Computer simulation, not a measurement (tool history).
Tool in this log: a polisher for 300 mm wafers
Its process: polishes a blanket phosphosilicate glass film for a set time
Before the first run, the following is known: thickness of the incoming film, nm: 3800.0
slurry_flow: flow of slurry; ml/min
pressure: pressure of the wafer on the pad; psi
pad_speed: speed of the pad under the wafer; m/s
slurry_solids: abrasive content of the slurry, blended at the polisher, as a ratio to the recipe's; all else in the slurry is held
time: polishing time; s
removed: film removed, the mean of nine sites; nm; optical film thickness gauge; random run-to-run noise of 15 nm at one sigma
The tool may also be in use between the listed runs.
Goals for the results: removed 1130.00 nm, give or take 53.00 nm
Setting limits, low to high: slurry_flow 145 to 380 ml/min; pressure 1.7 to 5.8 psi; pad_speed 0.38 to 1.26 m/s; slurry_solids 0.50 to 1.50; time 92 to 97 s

{"run": 1, "hour": 0.0, "slurry_flow": 245, "pressure": 3.7, "pad_speed": 0.82, "slurry_solids": 1.0, "time": 92, "removed": 876.7}
{"run": 2, "hour": 7.1, "slurry_flow": 245, "pressure": 3.7, "pad_speed": 0.82, "slurry_solids": 0.85, "time": 92, "removed": 817.19}
{"run": 3, "hour": 11.5, "slurry_flow": 245, "pressure": 3.7, "pad_speed": 0.82, "slurry_solids": 0.65, "time": 92, "removed": 722.79}
{"run": 4, "hour": 15.9, "slurry_flow": 200, "pressure": 3.7, "pad_speed": 0.82, "slurry_solids": 0.65, "time": 92, "removed": 720.99}
{"run": 5, "hour": 23.8, "slurry_flow": 200, "pressure": 3.9, "pad_speed": 0.82, "slurry_solids": 0.65, "time": 92, "removed": 725.63}
{"run": 6, "hour": 24.8, "slurry_flow": 200, "pressure": 3.9, "pad_speed": 0.74, "slurry_solids": 0.65, "time": 92, "removed": 679.12}
{"run": 7, "hour": 29.8, "slurry_flow": 200, "pressure": 4.9, "pad_speed": 0.78, "slurry_solids": 0.65, "time": 92, "removed": 856.62}
{"run": 8, "hour": 35.8, "slurry_flow": 200, "pressure": 5.0, "pad_speed": 0.8, "slurry_solids": 0.65, "time": 92, "removed": 918.6}
{"run": 9, "hour": 44.4, "slurry_flow": 200, "pressure": 5.1, "pad_speed": 0.8, "slurry_solids": 0.65, "time": 92, "removed": 936.49}
{"run": 10, "hour": 51.5, "slurry_flow": 200, "pressure": 5.2, "pad_speed": 0.8, "slurry_solids": 0.65, "time": 92, "removed": 952.99}
{"run": 11, "hour": 58.1, "slurry_flow": 200, "pressure": 5.3, "pad_speed": 0.8, "slurry_solids": 0.65, "time": 92, "removed": 955.91}
{"run": 12, "hour": 60.9, "slurry_flow": 200, "pressure": 5.4, "pad_speed": 0.8, "slurry_solids": 0.65, "time": 92, "removed": 956.93}
{"run": 13, "hour": 64.0, "slurry_flow": 200, "pressure": 5.4, "pad_speed": 0.82, "slurry_solids": 0.65, "time": 92, "removed": 983.66}
{"run": 14, "hour": 69.6, "slurry_flow": 200, "pressure": 5.4, "pad_speed": 0.82, "slurry_solids": 0.65, "time": 92, "removed": 988.0}
{"run": 15, "hour": 75.1, "slurry_flow": 200, "pressure": 5.5, "pad_speed": 0.82, "slurry_solids": 0.65, "time": 92, "removed": 1019.7}
{"run": 16, "hour": 83.8, "slurry_flow": 200, "pressure": 5.7, "pad_speed": 0.84, "slurry_solids": 0.65, "time": 92, "removed": 1040.4}
{"run": 17, "hour": 87.9, "slurry_flow": 200, "pressure": 5.7, "pad_speed": 0.86, "slurry_solids": 0.65, "time": 92, "removed": 1075.7}

Which one of the following 4 next-run settings gets every result inside its allowed miss? There is exactly one.
{"run": "A", "hour": 92.0, "slurry_flow": 210, "pressure": 5.2, "pad_speed": 0.8, "slurry_solids": 0.7, "time": 92, "removed": "?"}
{"run": "B", "hour": 92.0, "slurry_flow": 165, "pressure": 5.7, "pad_speed": 0.88, "slurry_solids": 0.6, "time": 92, "removed": "?"}
{"run": "C", "hour": 92.0, "slurry_flow": 200, "pressure": 5.8, "pad_speed": 0.86, "slurry_solids": 0.6, "time": 92, "removed": "?"}
{"run": "D", "hour": 92.0, "slurry_flow": 145, "pressure": 5.8, "pad_speed": 0.94, "slurry_solids": 0.65, "time": 92, "removed": "?"}

move=A removed=970.73
move=B removed=1031.20
move=C removed=1051.80
move=D removed=1124.10
A: further off than the last run
B: further off than the last run
C: further off than the last run
D: every result within its allowed miss
The right move is D.
